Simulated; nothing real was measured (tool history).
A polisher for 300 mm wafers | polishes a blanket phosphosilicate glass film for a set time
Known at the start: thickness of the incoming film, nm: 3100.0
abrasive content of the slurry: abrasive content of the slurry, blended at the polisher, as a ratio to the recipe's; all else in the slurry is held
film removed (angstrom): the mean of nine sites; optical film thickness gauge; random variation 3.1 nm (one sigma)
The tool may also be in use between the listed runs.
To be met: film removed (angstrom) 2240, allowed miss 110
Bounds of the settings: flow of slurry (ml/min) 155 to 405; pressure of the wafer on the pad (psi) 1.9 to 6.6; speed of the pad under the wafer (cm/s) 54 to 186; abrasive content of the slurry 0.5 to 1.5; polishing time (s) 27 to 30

| run | hour | flow of slurry (ml/min) | pressure of the wafer on the pad (psi) | speed of the pad under the wafer (cm/s) | abrasive content of the slurry | polishing time (s) | film removed (angstrom) |
|---|---|---|---|---|---|---|---|
| 1 | 0 | 260 | 4.2 | 118 | 1 | 30 | 3725.8 |
| 2 | 8.3 | 260 | 4.2 | 118 | 1 | 30 | 3776.7 |
| 3 | 15.2 | 260 | 4 | 118 | 1 | 30 | 3625.3 |
| 4 | 21.2 | 260 | 3.8 | 118 | 1 | 30 | 3412.2 |
| 5 | 25.8 | 260 | 3.8 | 104 | 1 | 30 | 3165.9 |
| 6 | 33.4 | 260 | 3.8 | 104 | 1 | 30 | 3108.4 |
| 7 | 40.2 | 260 | 3.7 | 104 | 1 | 30 | 3106.4 |
| 8 | 47.2 | 260 | 3.6 | 104 | 1 | 30 | 2967.5 |
| 9 | 48.8 | 260 | 3.5 | 104 | 1 | 30 | 2919.3 |
| 10 | 55.5 | 260 | 3.4 | 104 | 1 | 30 | 2905 |
| 11 | 60.8 | 260 | 3.3 | 104 | 1 | 30 | 2833.9 |

Which of these 4 next moves meets every target?
| A | 66.1 | 280 | 3.5 | 106 | 0.85 | 28 | ? |
| B | 66.1 | 275 | 4.2 | 130 | 1.1 | 29 | ? |
| C | 66.1 | 215 | 2.3 | 118 | 1 | 27 | ? |
| D | 66.1 | 265 | 2.6 | 90 | 1.05 | 27 | ? |

| move | film removed (angstrom) |
|---|---|
| A | 2562.6 |
| B | 4010.2 |
| C | 2275 |
| D | 2043.7 |
A: nearer than the last run, and not there yet
B: further off than the last run
C: meets every target
D: takes the result that was furthest off past its target
Answer: C
